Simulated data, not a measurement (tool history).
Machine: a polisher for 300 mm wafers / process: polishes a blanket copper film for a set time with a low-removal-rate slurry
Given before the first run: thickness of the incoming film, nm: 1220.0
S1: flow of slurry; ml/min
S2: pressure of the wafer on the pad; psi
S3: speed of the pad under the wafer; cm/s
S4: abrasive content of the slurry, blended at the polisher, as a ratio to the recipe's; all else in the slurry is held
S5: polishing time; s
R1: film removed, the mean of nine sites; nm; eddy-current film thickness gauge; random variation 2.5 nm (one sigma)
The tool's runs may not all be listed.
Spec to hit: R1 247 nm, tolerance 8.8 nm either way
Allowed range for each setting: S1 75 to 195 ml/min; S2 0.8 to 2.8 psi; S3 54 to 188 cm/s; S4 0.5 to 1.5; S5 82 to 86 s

run 1 hour=0 | S1=125 S2=1.8 S3=120 S4=1 S5=82 | R1=156.41
run 2 hour=5.1 | S1=130 S2=1.9 S3=120 S4=1 S5=82 | R1=162.09
run 3 hour=6.7 | S1=130 S2=1.9 S3=120 S4=1 S5=86 | R1=167.19
run 4 hour=14.2 | S1=130 S2=2.1 S3=120 S4=1 S5=86 | R1=180.65
run 5 hour=16.3 | S1=130 S2=2.2 S3=122 S4=1 S5=86 | R1=186.92
run 6 hour=18.4 | S1=110 S2=2.2 S3=122 S4=1 S5=86 | R1=184.77
run 7 hour=27.4 | S1=115 S2=2.3 S3=124 S4=1 S5=86 | R1=192.98
run 8 hour=34.6 | S1=120 S2=2.4 S3=126 S4=1 S5=86 | R1=204.56
run 9 hour=38.7 | S1=125 S2=2.5 S3=128 S4=1 S5=86 | R1=214.79
run 10 hour=43.6 | S1=125 S2=2.8 S3=130 S4=1 S5=86 | R1=234.53

Which of these 4 next moves meets every target?
run A hour=48.5 | S1=130 S2=2.4 S3=132 S4=1.25 S5=82 | R1=?
run B hour=48.5 | S1=160 S2=2.8 S3=134 S4=1.15 S5=86 | R1=?
run C hour=48.5 | S1=120 S2=2.8 S3=126 S4=1.05 S5=86 | R1=?
run D hour=48.5 | S1=115 S2=2.6 S3=146 S4=1 S5=86 | R1=?

move=A R1=214.07
move=B R1=258.72
move=C R1=225.98
move=D R1=242.92
A: moves away from the targets compared with the last run
B: takes the result that was furthest off past its target
C: moves away from the targets compared with the last run
D: in spec on every target
The right move is D.
